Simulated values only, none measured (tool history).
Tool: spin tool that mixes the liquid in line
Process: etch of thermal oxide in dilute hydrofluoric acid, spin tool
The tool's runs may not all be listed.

run,hour,temperature setpoint of the liquid (°C),parts of water to one part of 49 % hydrofluoric acid (parts by volume),time under the liquid (s),thickness taken off the thermal oxide on a monitor wafer (angstrom)
1,0,22,175,310,71.769
2,7.4,21,185,310,65.194
3,13.7,20,195,310,58.828
4,17.5,19.5,200,310,55.8
5,19.5,19,205,310,52.651
6,26.9,18.5,210,310,50.66
7,30,18.5,210,310,50.783

What does the tool deliver on the next run?
8,37.9,18,215,310,?

Run 8 came out at thickness taken off the thermal oxide on a monitor wafer (angstrom) 48.618.
